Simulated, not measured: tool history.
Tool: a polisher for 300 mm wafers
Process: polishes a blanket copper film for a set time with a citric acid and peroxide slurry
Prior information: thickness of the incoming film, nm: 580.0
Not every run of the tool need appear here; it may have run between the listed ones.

run	hour	flow of slurry (ml/min)	pressure of the wafer on the pad (psi)	speed of the pad under the wafer (m/s)	abrasive content of the slurry	polishing time (s)	film removed (nm)
1	0	130	2.8	0.94	1	49	107.04
2	6.4	130	2.8	0.94	1	45	98.416
3	15.1	130	2.5	0.94	1	45	88.695
4	20.4	130	2.1	0.9	1	45	73.51
5	27.8	130	1.9	0.88	1	45	65.744
6	36.6	130	1.9	0.88	1.1	45	66.455

The next listed run, before its measurement:
7	44.3	130	1.7	0.88	1.1	45	?

Run 7 gave film removed (nm) 59.148.
